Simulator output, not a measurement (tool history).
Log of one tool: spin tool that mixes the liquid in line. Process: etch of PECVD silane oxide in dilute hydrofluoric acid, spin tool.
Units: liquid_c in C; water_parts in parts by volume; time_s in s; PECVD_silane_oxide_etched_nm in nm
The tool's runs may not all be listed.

run,hour,liquid_c,water_parts,time_s,PECVD_silane_oxide_etched_nm
1,0.0,21.0,280,85,11.7080
2,1.4,18.0,280,85,10.2630
3,3.8,18.0,245,85,12.2520
4,8.8,18.0,245,90,13.1100
5,14.6,18.0,315,90,9.4497
6,17.6,18.0,315,90,9.4076
7,25.1,21.0,310,90,10.8820

Forecast run 8:
8,28.3,23.5,310,90,?

PECVD_silane_oxide_etched_nm: 11.6840 nm
